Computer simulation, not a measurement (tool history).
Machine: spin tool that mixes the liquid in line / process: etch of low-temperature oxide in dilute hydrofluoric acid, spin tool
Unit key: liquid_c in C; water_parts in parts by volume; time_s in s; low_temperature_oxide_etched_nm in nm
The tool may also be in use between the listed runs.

run  hour  liquid_c  water_parts  time_s  low_temperature_oxide_etched_nm
  1   0.0      22.0          170      35                           4.2976
  2   7.0      22.0          130      35                           5.9543
  3  13.5      21.5          130      35                           5.7460
  4  21.9      21.0          130      35                           5.7213
  5  24.7      23.5          130      35                           6.1941
  6  28.8      23.5          130      25                           4.4114
  7  30.8      22.5          130      25                           4.3114
  8  38.3      23.5          125      25                           4.6850

The next listed run, before its measurement:
  9  44.6      23.5          120      25                                ?

For run 9 the tool returned low_temperature_oxide_etched_nm 4.8805 nm.
